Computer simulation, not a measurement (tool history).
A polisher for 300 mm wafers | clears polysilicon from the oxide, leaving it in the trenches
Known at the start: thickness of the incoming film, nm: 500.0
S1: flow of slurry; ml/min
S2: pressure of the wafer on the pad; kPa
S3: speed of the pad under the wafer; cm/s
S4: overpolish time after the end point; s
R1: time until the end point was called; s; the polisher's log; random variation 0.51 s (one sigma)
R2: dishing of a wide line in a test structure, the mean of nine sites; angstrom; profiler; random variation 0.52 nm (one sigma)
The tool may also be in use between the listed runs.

| run | hour | S1 | S2 | S3 | S4 | R1 | R2 |
|---|---|---|---|---|---|---|---|
| 1 | 0.0 | 145 | 20.7 | 86 | 10 | 34.536 | 441.01 |
| 2 | 4.5 | 145 | 20.7 | 100 | 10 | 29.500 | 460.58 |
| 3 | 11.4 | 165 | 21.4 | 88 | 8 | 31.707 | 436.32 |
| 4 | 15.0 | 165 | 21.4 | 100 | 8 | 27.306 | 442.69 |
| 5 | 22.3 | 180 | 19.3 | 96 | 7 | 31.537 | 429.24 |
| 6 | 29.8 | 190 | 18.6 | 90 | 6 | 34.235 | 395.41 |

Run 7 comes next. What will it give?
| 7 | 33.8 | 225 | 16.5 | 72 | 3 | ? | ? |

R1: 46.955 s
R2: 234.45 angstrom
